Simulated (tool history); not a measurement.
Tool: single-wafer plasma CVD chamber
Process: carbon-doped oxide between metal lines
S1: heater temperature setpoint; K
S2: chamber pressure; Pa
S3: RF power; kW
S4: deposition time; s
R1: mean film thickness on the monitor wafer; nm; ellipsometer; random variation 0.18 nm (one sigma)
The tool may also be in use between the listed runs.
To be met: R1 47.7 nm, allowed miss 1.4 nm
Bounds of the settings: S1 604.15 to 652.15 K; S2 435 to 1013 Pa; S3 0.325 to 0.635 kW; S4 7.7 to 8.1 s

run,hour,S1,S2,S3,S4,R1
1,0,628.15,724,0.48,8.1,41.145
2,4.2,628.15,724,0.52,8.1,43.631
3,8.8,628.15,724,0.45,8.1,38.789
4,16.7,628.15,608,0.45,8.1,37.679
5,19.3,635.15,608,0.45,8.1,37.379
6,25.8,644.15,608,0.45,8.1,36.428
7,27.6,632.15,753,0.525,8.1,43.643
8,29.8,632.15,763,0.53,8.1,44.369
9,37.7,632.15,772,0.535,8.1,44.342
10,46,631.15,779,0.54,8.1,44.884
11,48.8,631.15,785,0.545,8.1,45.13
12,51.6,631.15,791,0.55,8.1,45.516
13,53.7,631.15,795,0.555,8.1,45.987
14,54.4,631.15,799,0.555,8.1,45.957

4 next moves are on the table. One of them brings every result within its allowed miss. Which?
A,55.1,626.15,920,0.555,8.1,?
B,55.1,623.15,807,0.635,8.1,?
C,55.1,627.15,824,0.62,8.1,?
D,55.1,630.15,852,0.615,8.1,?

move,R1
A,47.108
B,51.737
C,50.389
D,49.844
A: meets every target
B: takes the result that was furthest off past its target
C: takes the result that was furthest off past its target
D: takes the result that was furthest off past its target
Answer: A
